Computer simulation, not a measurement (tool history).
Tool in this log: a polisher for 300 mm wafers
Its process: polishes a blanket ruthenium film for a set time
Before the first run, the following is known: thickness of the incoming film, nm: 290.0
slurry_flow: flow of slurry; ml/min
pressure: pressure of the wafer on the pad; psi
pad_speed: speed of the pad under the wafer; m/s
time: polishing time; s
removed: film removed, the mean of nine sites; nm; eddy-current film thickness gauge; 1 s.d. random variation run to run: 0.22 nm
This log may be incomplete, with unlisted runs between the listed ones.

run,hour,slurry_flow,pressure,pad_speed,time,removed
1,0,160,1.4,0.76,30,15.28
2,6.9,160,1.5,0.76,30,16.372
3,10.9,160,1.5,0.62,30,13.452
4,18.4,160,1.5,0.62,30,13.624
5,24,160,1.6,0.62,30,14.405
6,27.9,190,1.6,0.62,30,14.758
7,30,190,1.7,0.62,30,15.698
8,38,190,1.8,0.62,30,16.407
9,40.2,190,1.9,0.62,30,17.307

The next listed run, before its measurement:
10,45.9,190,2,0.62,30,?

Logged for run 10: removed 18.247 nm.
